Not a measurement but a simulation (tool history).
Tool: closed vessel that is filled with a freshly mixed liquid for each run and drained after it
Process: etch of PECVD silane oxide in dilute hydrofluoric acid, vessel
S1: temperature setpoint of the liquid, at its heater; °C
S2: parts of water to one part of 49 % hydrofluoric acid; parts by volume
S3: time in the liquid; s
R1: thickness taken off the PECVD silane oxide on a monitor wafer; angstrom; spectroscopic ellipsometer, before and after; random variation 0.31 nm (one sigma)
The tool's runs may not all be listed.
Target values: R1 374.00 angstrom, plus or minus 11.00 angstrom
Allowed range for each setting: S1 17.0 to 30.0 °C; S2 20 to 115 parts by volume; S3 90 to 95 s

run  hour    S1  S2  S3      R1
  1   0.0  22.0  65  90  561.70
  2   6.3  22.0  65  95  598.66
  3  12.4  25.0  65  95  670.06
  4  20.1  23.5  70  95  586.52
  5  27.9  25.5  70  95  641.26
  6  36.5  23.5  75  95  533.57
  7  37.9  22.0  75  95  508.86
  8  40.7  22.0  75  95  507.89
     43.5  -- hydrofluoric acid flow meter replaced
  9  43.5  21.0  75  95  431.57
 10  46.1  20.5  75  95  422.12
 11  50.0  20.0  75  95  413.25

Next run, 5 choices. One meets every target within its allowed miss, the rest don't. Which?
  A  53.9  19.5  65  90   ?
  B  53.9  17.5  70  95   ?
  C  53.9  20.0  70  95   ?
  D  53.9  18.0  65  90   ?
  E  53.9  19.0  75  90   ?

move      R1
   A  455.49
   B  407.77
   C  453.29
   D  427.38
   E  382.11
A: its largest miss is bigger than the last run's
B: nearer the targets than the last run, but a result is still out of spec
C: its largest miss is bigger than the last run's
D: its largest miss is bigger than the last run's
E: all results land within tolerance of their targets
E is the move that brings every result within its allowed miss.
